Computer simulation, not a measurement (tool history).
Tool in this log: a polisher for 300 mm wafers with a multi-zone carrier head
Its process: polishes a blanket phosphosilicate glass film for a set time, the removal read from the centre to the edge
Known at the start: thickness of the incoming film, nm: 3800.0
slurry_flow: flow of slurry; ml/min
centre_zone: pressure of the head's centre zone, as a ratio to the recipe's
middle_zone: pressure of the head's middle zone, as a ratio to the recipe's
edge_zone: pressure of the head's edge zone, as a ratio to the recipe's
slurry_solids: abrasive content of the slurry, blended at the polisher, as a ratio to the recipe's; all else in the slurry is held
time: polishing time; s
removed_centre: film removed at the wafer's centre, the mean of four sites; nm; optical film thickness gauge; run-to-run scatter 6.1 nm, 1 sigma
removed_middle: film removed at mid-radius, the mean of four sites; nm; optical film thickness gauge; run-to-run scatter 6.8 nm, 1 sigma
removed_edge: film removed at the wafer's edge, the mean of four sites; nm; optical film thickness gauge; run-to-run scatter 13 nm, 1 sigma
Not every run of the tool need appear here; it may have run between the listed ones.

run	hour	slurry_flow	centre_zone	middle_zone	edge_zone	slurry_solids	time	removed_centre	removed_middle	removed_edge
1	0	185	1	1	1	1	68	848.18	838.87	882.38
2	2.1	185	1	1	1	1.2	68	940.14	932.14	959.03
3	8.8	185	0.94	1	1	1.2	68	889.41	956.65	959
4	14	185	1.02	1	1	1.2	68	956.05	939.76	966.87
5	15.1	185	1.02	1	1	1	68	856.66	849.84	872.41
6	17.9	185	1.02	1	1	1	83	1062.4	1047	1029.7

What does the tool deliver on the next run?
7	20	170	1.01	0.96	0.99	1	83	?	?	?

{"run 7": {"removed_centre": 1029.2, "removed_middle": 989.13, "removed_edge": 1062.1}}
